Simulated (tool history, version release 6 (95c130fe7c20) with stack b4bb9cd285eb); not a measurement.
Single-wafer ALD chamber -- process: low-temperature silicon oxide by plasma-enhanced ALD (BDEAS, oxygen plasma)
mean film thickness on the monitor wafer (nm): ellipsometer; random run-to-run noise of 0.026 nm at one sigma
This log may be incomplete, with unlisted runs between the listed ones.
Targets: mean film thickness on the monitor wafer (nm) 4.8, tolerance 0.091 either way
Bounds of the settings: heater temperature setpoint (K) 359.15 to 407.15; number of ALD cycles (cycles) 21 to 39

| run | hour | heater temperature setpoint (K) | number of ALD cycles (cycles) | mean film thickness on the monitor wafer (nm) |
|---|---|---|---|---|
| 1 | 0 | 383.15 | 30 | 4.269 |
| 2 | 2.4 | 387.15 | 30 | 4.2265 |
| 3 | 10.3 | 387.15 | 27 | 3.8171 |
| 4 | 13.9 | 387.15 | 24 | 3.4223 |
| 5 | 16.7 | 380.15 | 24 | 3.4282 |
| 6 | 18.9 | 380.15 | 27 | 3.8606 |
| 7 | 24.7 | 378.15 | 29 | 4.1267 |
| 8 | 32.9 | 378.15 | 30 | 4.2873 |
| 9 | 35 | 378.15 | 31 | 4.4368 |
| 10 | 43.6 | 378.15 | 32 | 4.597 |

Exercise: of the 4 proposed moves below, exactly one satisfies all targets within the stated allowed misses. Which move is it?
| A | 52.2 | 370.15 | 33 | ? |
| B | 52.2 | 379.15 | 35 | ? |
| C | 52.2 | 368.15 | 30 | ? |
| D | 52.2 | 380.15 | 30 | ? |

| move | mean film thickness on the monitor wafer (nm) |
|---|---|
| A | 4.8352 |
| B | 5.042 |
| C | 4.4234 |
| D | 4.3148 |
A: each result inside its tolerance
B: takes the biggest miss from the last run beyond its target
C: the biggest miss grows against the last run
D: the biggest miss grows against the last run
A meets every target.
